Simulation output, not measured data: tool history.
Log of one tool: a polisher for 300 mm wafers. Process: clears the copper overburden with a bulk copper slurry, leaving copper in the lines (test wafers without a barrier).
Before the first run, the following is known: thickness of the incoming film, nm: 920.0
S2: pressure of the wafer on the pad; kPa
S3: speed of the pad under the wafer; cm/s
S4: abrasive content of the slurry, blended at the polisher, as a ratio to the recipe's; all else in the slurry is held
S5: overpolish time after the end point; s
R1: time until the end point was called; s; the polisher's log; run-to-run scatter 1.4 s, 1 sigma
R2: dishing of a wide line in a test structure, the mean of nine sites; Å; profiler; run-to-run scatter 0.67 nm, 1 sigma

{"run": 1, "hour": 0.0, "flow of slurry (ml/min)": 135, "S2": 15.2, "S3": 136, "S4": 1.0, "S5": 18, "R1": 112.67, "R2": 813.41}
{"run": 2, "hour": 7.4, "flow of slurry (ml/min)": 135, "S2": 14.5, "S3": 136, "S4": 1.0, "S5": 16, "R1": 116.3, "R2": 727.57}
{"run": 3, "hour": 11.0, "flow of slurry (ml/min)": 135, "S2": 13.8, "S3": 136, "S4": 1.0, "S5": 15, "R1": 123.09, "R2": 679.92}
{"run": 4, "hour": 18.1, "flow of slurry (ml/min)": 135, "S2": 16.5, "S3": 136, "S4": 1.0, "S5": 15, "R1": 105.81, "R2": 752.02}
{"run": 5, "hour": 20.1, "flow of slurry (ml/min)": 135, "S2": 15.2, "S3": 136, "S4": 1.0, "S5": 14, "R1": 113.71, "R2": 683.02}
{"run": 6, "hour": 20.9, "flow of slurry (ml/min)": 135, "S2": 17.2, "S3": 136, "S4": 1.0, "S5": 14, "R1": 102.35, "R2": 749.51}
{"run": 7, "hour": 29.3, "flow of slurry (ml/min)": 135, "S2": 15.9, "S3": 136, "S4": 1.0, "S5": 13, "R1": 110.32, "R2": 675.71}
{"run": 8, "hour": 34.7, "flow of slurry (ml/min)": 135, "S2": 15.2, "S3": 136, "S4": 1.0, "S5": 12, "R1": 113.0, "R2": 596.05}
{"run": 9, "hour": 37.0, "flow of slurry (ml/min)": 130, "S2": 14.5, "S3": 136, "S4": 1.0, "S5": 12, "R1": 120.1, "R2": 579.23}

What does the tool deliver on the next run?
{"run": 10, "hour": 44.7, "flow of slurry (ml/min)": 125, "S2": 13.8, "S3": 136, "S4": 1.0, "S5": 12, "R1": "?", "R2": "?"}

{"run 10": {"R1": 126.28, "R2": 557.76}}
